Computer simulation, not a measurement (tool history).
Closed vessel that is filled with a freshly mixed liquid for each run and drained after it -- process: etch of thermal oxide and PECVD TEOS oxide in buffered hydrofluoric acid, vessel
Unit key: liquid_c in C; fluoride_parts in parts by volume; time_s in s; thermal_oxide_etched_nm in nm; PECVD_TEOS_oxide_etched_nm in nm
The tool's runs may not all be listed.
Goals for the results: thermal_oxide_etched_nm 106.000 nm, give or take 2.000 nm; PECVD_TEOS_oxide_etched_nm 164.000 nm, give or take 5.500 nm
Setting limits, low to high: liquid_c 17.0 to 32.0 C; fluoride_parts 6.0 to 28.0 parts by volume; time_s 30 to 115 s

{"run": 1, "hour": 0.0, "liquid_c": 24.0, "fluoride_parts": 17.0, "time_s": 60, "thermal_oxide_etched_nm": 42.081, "PECVD_TEOS_oxide_etched_nm": 65.792}
{"run": 2, "hour": 1.2, "liquid_c": 22.5, "fluoride_parts": 17.0, "time_s": 60, "thermal_oxide_etched_nm": 38.661, "PECVD_TEOS_oxide_etched_nm": 59.415}
{"run": 3, "hour": 10.2, "liquid_c": 25.0, "fluoride_parts": 14.5, "time_s": 60, "thermal_oxide_etched_nm": 51.752, "PECVD_TEOS_oxide_etched_nm": 80.527}
{"run": 4, "hour": 11.3, "liquid_c": 27.0, "fluoride_parts": 13.0, "time_s": 60, "thermal_oxide_etched_nm": 64.361, "PECVD_TEOS_oxide_etched_nm": 101.65}
{"run": 5, "hour": 12.7, "liquid_c": 27.0, "fluoride_parts": 9.0, "time_s": 60, "thermal_oxide_etched_nm": 89.157, "PECVD_TEOS_oxide_etched_nm": 137.97}
{"run": 6, "hour": 18.6, "liquid_c": 28.0, "fluoride_parts": 9.0, "time_s": 60, "thermal_oxide_etched_nm": 93.611, "PECVD_TEOS_oxide_etched_nm": 146.55}
{"run": 7, "hour": 24.4, "liquid_c": 28.5, "fluoride_parts": 9.0, "time_s": 60, "thermal_oxide_etched_nm": 95.93, "PECVD_TEOS_oxide_etched_nm": 146.8}
{"run": 8, "hour": 28.7, "liquid_c": 28.5, "fluoride_parts": 9.0, "time_s": 60, "thermal_oxide_etched_nm": 96.523, "PECVD_TEOS_oxide_etched_nm": 152.33}
{"run": 9, "hour": 31.5, "liquid_c": 29.0, "fluoride_parts": 9.0, "time_s": 60, "thermal_oxide_etched_nm": 99.829, "PECVD_TEOS_oxide_etched_nm": 152.19}
{"run": 10, "hour": 33.8, "liquid_c": 29.5, "fluoride_parts": 8.0, "time_s": 60, "thermal_oxide_etched_nm": 114.57, "PECVD_TEOS_oxide_etched_nm": 179.19}
{"run": 11, "hour": 38.1, "liquid_c": 29.0, "fluoride_parts": 8.0, "time_s": 60, "thermal_oxide_etched_nm": 112.28, "PECVD_TEOS_oxide_etched_nm": 176.29}
{"run": 12, "hour": 39.7, "liquid_c": 28.5, "fluoride_parts": 8.0, "time_s": 60, "thermal_oxide_etched_nm": 109.93, "PECVD_TEOS_oxide_etched_nm": 169.35}

Of the 4 settings listed for the next run, only one would bring every result within its allowed miss of target. Which one?
{"run": "A", "hour": 41.3, "liquid_c": 30.5, "fluoride_parts": 11.0, "time_s": 75, "thermal_oxide_etched_nm": "?", "PECVD_TEOS_oxide_etched_nm": "?"}
{"run": "B", "hour": 41.3, "liquid_c": 26.0, "fluoride_parts": 6.0, "time_s": 55, "thermal_oxide_etched_nm": "?", "PECVD_TEOS_oxide_etched_nm": "?"}
{"run": "C", "hour": 41.3, "liquid_c": 26.5, "fluoride_parts": 6.5, "time_s": 55, "thermal_oxide_etched_nm": "?", "PECVD_TEOS_oxide_etched_nm": "?"}
{"run": "D", "hour": 41.3, "liquid_c": 29.5, "fluoride_parts": 12.0, "time_s": 80, "thermal_oxide_etched_nm": "?", "PECVD_TEOS_oxide_etched_nm": "?"}

move=A thermal_oxide_etched_nm=112.810 PECVD_TEOS_oxide_etched_nm=177.290
move=B thermal_oxide_etched_nm=114.570 PECVD_TEOS_oxide_etched_nm=180.040
move=C thermal_oxide_etched_nm=109.810 PECVD_TEOS_oxide_etched_nm=172.570
move=D thermal_oxide_etched_nm=104.900 PECVD_TEOS_oxide_etched_nm=164.850
A: the biggest miss grows against the last run
B: the biggest miss grows against the last run
C: as far off as the last run
D: every result within its allowed miss
So the answer is move D, the one that meets all the targets.

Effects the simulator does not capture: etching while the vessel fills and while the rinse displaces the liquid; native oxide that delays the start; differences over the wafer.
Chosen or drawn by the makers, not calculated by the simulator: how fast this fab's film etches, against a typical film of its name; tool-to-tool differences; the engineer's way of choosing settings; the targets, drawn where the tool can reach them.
